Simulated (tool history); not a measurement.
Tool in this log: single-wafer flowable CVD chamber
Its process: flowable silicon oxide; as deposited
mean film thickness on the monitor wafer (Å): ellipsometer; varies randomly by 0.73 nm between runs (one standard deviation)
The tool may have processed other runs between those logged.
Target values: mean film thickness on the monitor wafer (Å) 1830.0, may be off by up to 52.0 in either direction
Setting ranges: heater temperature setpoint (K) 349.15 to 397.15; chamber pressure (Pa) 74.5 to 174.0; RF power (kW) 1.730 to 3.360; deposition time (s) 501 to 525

| run | hour | heater temperature setpoint (K) | chamber pressure (Pa) | RF power (kW) | deposition time (s) | mean film thickness on the monitor wafer (Å) |
|---|---|---|---|---|---|---|
| 1 | 0.0 | 373.15 | 124.3 | 2.545 | 525 | 4036.1 |
| 2 | 1.8 | 377.15 | 124.3 | 2.545 | 525 | 3562.1 |
| 3 | 8.6 | 383.15 | 123.2 | 2.545 | 525 | 2949.7 |
| 4 | 11.0 | 383.15 | 123.2 | 2.545 | 525 | 2946.5 |
| 5 | 15.1 | 387.15 | 121.5 | 2.545 | 525 | 2598.7 |
| 6 | 16.5 | 395.15 | 121.5 | 2.545 | 525 | 2078.0 |
| 7 | 18.4 | 396.15 | 119.3 | 2.540 | 525 | 1998.6 |
| 8 | 26.0 | 396.15 | 117.3 | 2.535 | 525 | 1954.9 |
| 9 | 27.3 | 396.15 | 116.1 | 2.535 | 525 | 1935.1 |
| 10 | 30.3 | 396.15 | 115.2 | 2.535 | 525 | 1918.0 |
| 11 | 39.3 | 396.15 | 114.5 | 2.535 | 525 | 1916.6 |
| 12 | 42.8 | 396.15 | 113.9 | 2.535 | 525 | 1915.6 |
| 13 | 46.1 | 396.15 | 113.2 | 2.535 | 525 | 1896.1 |

Exercise: of the 4 proposed moves below, exactly one satisfies all targets within the stated allowed misses. Which move is it?
| A | 49.4 | 397.15 | 116.1 | 2.440 | 517 | ? |
| B | 49.4 | 385.15 | 82.9 | 3.295 | 525 | ? |
| C | 49.4 | 390.15 | 110.1 | 2.655 | 501 | ? |
| D | 49.4 | 395.15 | 106.0 | 2.530 | 501 | ? |

| move | mean film thickness on the monitor wafer (Å) |
|---|---|
| A | 1843.7 |
| B | 1912.7 |
| C | 2063.5 |
| D | 1721.7 |
A: all results in spec
B: lands further from the targets than the last run did
C: lands further from the targets than the last run did
D: carries the result that was furthest off beyond its target, to the other side
Answer: A
